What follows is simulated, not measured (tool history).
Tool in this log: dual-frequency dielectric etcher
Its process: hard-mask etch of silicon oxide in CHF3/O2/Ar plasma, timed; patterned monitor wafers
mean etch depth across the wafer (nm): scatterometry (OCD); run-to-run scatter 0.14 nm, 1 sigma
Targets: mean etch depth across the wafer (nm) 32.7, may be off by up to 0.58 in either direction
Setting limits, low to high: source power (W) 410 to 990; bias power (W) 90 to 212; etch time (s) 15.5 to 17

run	hour	source power (W)	bias power (W)	etch time (s)	mean etch depth across the wafer (nm)
1	0	700	151	17	35.34
2	3.3	680	150	17	34.575
3	10	680	165	17	35.893
4	13.3	680	189	17	37.558
5	14.2	650	188	17	37.115
6	14.7	590	188	17	35.769
7	20	570	187	17	35.259
8	23.3	430	182	17	31.829
9	30.5	440	182	17	31.965

Below are 5 possible settings for the next run. Only one of them brings all results inside the allowed miss of their targets. Which is it?
A	37.7	510	202	16	?
B	37.7	420	196	16	?
C	37.7	410	173	17	?
D	37.7	430	177	17	?
E	37.7	410	177	17	?

move	mean etch depth across the wafer (nm)
A	32.996
B	30.487
C	30.697
D	31.472
E	30.951
A: all results land within tolerance of their targets
B: moves away from the targets compared with the last run
C: moves away from the targets compared with the last run
D: moves away from the targets compared with the last run
E: moves away from the targets compared with the last run
A meets every target.
